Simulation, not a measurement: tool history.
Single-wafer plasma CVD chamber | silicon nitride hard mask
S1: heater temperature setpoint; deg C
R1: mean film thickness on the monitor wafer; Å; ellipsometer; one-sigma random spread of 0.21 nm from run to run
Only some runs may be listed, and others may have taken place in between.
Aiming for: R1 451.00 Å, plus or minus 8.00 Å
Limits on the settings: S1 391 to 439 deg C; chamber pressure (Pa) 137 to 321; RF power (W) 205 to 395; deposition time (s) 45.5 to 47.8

{"run": 1, "hour": 0.0, "S1": 415, "chamber pressure (Pa)": 229, "RF power (W)": 300, "deposition time (s)": 47.8, "R1": 558.88}
{"run": 2, "hour": 4.7, "S1": 415, "chamber pressure (Pa)": 247, "RF power (W)": 300, "deposition time (s)": 47.8, "R1": 573.14}
{"run": 3, "hour": 5.9, "S1": 415, "chamber pressure (Pa)": 229, "RF power (W)": 290, "deposition time (s)": 47.7, "R1": 548.74}
{"run": 4, "hour": 7.3, "S1": 415, "chamber pressure (Pa)": 229, "RF power (W)": 265, "deposition time (s)": 47.7, "R1": 527.69}
{"run": 5, "hour": 8.4, "S1": 415, "chamber pressure (Pa)": 229, "RF power (W)": 265, "deposition time (s)": 47.8, "R1": 528.11}
{"run": 6, "hour": 10.2, "S1": 425, "chamber pressure (Pa)": 229, "RF power (W)": 265, "deposition time (s)": 47.8, "R1": 519.65}
{"run": 7, "hour": 13.9, "S1": 425, "chamber pressure (Pa)": 213, "RF power (W)": 260, "deposition time (s)": 47.8, "R1": 509.54}
{"run": 8, "hour": 22.0, "S1": 425, "chamber pressure (Pa)": 203, "RF power (W)": 255, "deposition time (s)": 47.7, "R1": 499.32}
{"run": 9, "hour": 30.2, "S1": 425, "chamber pressure (Pa)": 193, "RF power (W)": 250, "deposition time (s)": 47.6, "R1": 484.22}
{"run": 10, "hour": 31.1, "S1": 425, "chamber pressure (Pa)": 185, "RF power (W)": 250, "deposition time (s)": 47.6, "R1": 480.04}
{"run": 11, "hour": 39.0, "S1": 425, "chamber pressure (Pa)": 141, "RF power (W)": 240, "deposition time (s)": 47.5, "R1": 433.18}
{"run": 12, "hour": 40.1, "S1": 425, "chamber pressure (Pa)": 145, "RF power (W)": 240, "deposition time (s)": 47.5, "R1": 438.45}
{"run": 13, "hour": 43.8, "S1": 425, "chamber pressure (Pa)": 145, "RF power (W)": 240, "deposition time (s)": 47.5, "R1": 437.05}
{"run": 14, "hour": 46.7, "S1": 425, "chamber pressure (Pa)": 148, "RF power (W)": 240, "deposition time (s)": 47.5, "R1": 440.31}

Of the 4 settings listed for the next run, only one would bring every result within its allowed miss of target. Which one?
{"run": "A", "hour": 49.6, "S1": 423, "chamber pressure (Pa)": 157, "RF power (W)": 235, "deposition time (s)": 45.5, "R1": "?"}
{"run": "B", "hour": 49.6, "S1": 432, "chamber pressure (Pa)": 156, "RF power (W)": 240, "deposition time (s)": 47.8, "R1": "?"}
{"run": "C", "hour": 49.6, "S1": 420, "chamber pressure (Pa)": 188, "RF power (W)": 215, "deposition time (s)": 45.5, "R1": "?"}
{"run": "D", "hour": 49.6, "S1": 433, "chamber pressure (Pa)": 179, "RF power (W)": 225, "deposition time (s)": 45.5, "R1": "?"}

move=A R1=424.81
move=B R1=447.96
move=C R1=427.05
move=D R1=428.14
A: lands further from the targets than the last run did
B: all results land within tolerance of their targets
C: lands further from the targets than the last run did
D: lands further from the targets than the last run did
Correct choice: B, which meets every target
